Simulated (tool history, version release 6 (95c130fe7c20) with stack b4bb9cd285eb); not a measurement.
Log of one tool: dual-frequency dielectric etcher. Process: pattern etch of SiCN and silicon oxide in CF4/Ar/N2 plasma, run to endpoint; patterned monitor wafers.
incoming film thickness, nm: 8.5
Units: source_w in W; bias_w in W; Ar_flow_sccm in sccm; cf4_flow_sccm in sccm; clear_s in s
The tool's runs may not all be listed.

run 1 day=0.000 | source_w=470 bias_w=63 Ar_flow_sccm=132 cf4_flow_sccm=82 | clear_s=10.2470
run 2 day=0.338 | source_w=470 bias_w=63 Ar_flow_sccm=132 cf4_flow_sccm=90 | clear_s=10.0720
run 3 day=0.454 | source_w=500 bias_w=64 Ar_flow_sccm=132 cf4_flow_sccm=90 | clear_s=9.3218
run 4 day=0.783 | source_w=520 bias_w=64 Ar_flow_sccm=132 cf4_flow_sccm=90 | clear_s=8.8787
run 5 day=0.912 | source_w=520 bias_w=64 Ar_flow_sccm=132 cf4_flow_sccm=96 | clear_s=8.8881
run 6 day=1.092 | source_w=540 bias_w=64 Ar_flow_sccm=132 cf4_flow_sccm=96 | clear_s=8.4850

Forecast run 7:
run 7 day=1.242 | source_w=540 bias_w=64 Ar_flow_sccm=132 cf4_flow_sccm=96 | clear_s=?

{"run 7": {"clear_s": 8.5342}}

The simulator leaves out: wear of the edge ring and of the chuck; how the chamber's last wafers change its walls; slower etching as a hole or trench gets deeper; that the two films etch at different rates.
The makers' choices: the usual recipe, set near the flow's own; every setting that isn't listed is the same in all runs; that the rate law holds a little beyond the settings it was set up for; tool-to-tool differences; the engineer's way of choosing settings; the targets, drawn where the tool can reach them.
